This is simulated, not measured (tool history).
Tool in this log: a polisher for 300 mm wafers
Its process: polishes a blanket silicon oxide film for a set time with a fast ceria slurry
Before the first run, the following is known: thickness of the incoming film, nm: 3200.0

run,day,flow of slurry (ml/min),pressure of the wafer on the pad (kPa),speed of the pad under the wafer (m/s),polishing time (s),film removed (nm)
1,0,185,21.4,1,83,1210.3
2,0.262,180,19.3,1,83,1091.4
3,0.288,180,24.1,1,83,1320
4,0.633,175,21.4,0.98,83,1169.6
5,0.904,170,19.3,0.96,83,1032.4
6,1.188,165,17.2,0.96,83,911.26
7,1.212,155,16.5,0.96,83,857.9
# day 1.329: worn pad replaced by a new one
8,1.329,150,15.9,0.96,83,895.78

Run 9 is up next; what results do you expect?
9,1.608,180,9.7,0.84,83,?

film removed (nm): 500.21
